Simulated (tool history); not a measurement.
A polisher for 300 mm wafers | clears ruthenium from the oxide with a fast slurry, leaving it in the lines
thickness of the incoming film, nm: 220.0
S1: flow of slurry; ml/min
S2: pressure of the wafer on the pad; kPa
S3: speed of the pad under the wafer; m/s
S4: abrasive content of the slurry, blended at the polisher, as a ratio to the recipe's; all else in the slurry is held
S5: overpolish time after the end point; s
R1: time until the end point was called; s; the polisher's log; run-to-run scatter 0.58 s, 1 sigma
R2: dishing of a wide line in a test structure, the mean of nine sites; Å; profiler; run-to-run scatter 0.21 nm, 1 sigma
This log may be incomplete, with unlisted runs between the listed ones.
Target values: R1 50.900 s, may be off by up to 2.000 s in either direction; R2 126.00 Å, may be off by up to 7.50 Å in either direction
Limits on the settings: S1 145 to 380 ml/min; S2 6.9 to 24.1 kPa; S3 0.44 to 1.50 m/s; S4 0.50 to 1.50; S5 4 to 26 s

run 1 day=0.000 | S1=245 S2=15.2 S3=0.96 S4=1.00 S5=13 | R1=81.087 R2=141.64
run 2 day=0.229 | S1=245 S2=15.2 S3=0.84 S4=1.00 S5=13 | R1=93.453 R2=133.02
run 3 day=0.450 | S1=245 S2=12.4 S3=0.84 S4=1.00 S5=13 | R1=114.560 R2=127.54
run 4 day=0.521 | S1=245 S2=14.5 S3=0.84 S4=1.00 S5=12 | R1=97.686 R2=125.72
run 5 day=0.700 | S1=245 S2=14.5 S3=0.84 S4=1.00 S5=14 | R1=98.521 R2=137.99
run 6 day=0.850 | S1=305 S2=14.5 S3=0.84 S4=1.00 S5=14 | R1=94.868 R2=135.13
run 7 day=1.008 | S1=305 S2=15.9 S3=0.84 S4=1.00 S5=13 | R1=88.928 R2=141.75
run 8 day=1.029 | S1=280 S2=16.5 S3=0.88 S4=1.00 S5=11 | R1=78.615 R2=136.80
run 9 day=1.271 | S1=260 S2=17.2 S3=0.88 S4=1.00 S5=10 | R1=76.501 R2=131.26
run 10 day=1.479 | S1=260 S2=17.9 S3=0.88 S4=1.00 S5=9 | R1=74.024 R2=124.83
run 11 day=1.538 | S1=260 S2=18.6 S3=0.88 S4=1.00 S5=9 | R1=72.954 R2=130.75
run 12 day=1.871 | S1=255 S2=19.3 S3=0.88 S4=1.00 S5=8 | R1=71.009 R2=125.20
run 13 day=2.179 | S1=260 S2=20.0 S3=0.88 S4=1.00 S5=7 | R1=67.528 R2=115.67
run 14 day=2.383 | S1=260 S2=20.7 S3=0.88 S4=1.00 S5=7 | R1=65.441 R2=118.36
run 15 day=2.600 | S1=265 S2=21.4 S3=0.88 S4=1.00 S5=7 | R1=63.967 R2=120.85
run 16 day=2.671 | S1=265 S2=24.1 S3=0.96 S4=1.00 S5=5 | R1=51.708 R2=113.40

4 next moves are on the table. One of them brings every result within its allowed miss. Which?
run A day=2.742 | S1=235 S2=24.1 S3=1.02 S4=0.85 S5=6 | R1=? R2=?
run B day=2.742 | S1=305 S2=23.4 S3=1.34 S4=0.70 S5=4 | R1=? R2=?
run C day=2.742 | S1=175 S2=24.1 S3=0.98 S4=1.05 S5=6 | R1=? R2=?
run D day=2.742 | S1=260 S2=23.4 S3=0.98 S4=1.00 S5=5 | R1=? R2=?

move=A R1=55.545 R2=122.75
move=B R1=51.906 R2=101.44
move=C R1=50.901 R2=128.10
move=D R1=52.008 R2=115.46
A: corrects the largest miss of the last run, while another result sits out of spec
B: moves away from the targets compared with the last run
C: every result within its allowed miss
D: moves toward the targets from the last run without getting all of them in spec
C is the move that brings every result within its allowed miss.

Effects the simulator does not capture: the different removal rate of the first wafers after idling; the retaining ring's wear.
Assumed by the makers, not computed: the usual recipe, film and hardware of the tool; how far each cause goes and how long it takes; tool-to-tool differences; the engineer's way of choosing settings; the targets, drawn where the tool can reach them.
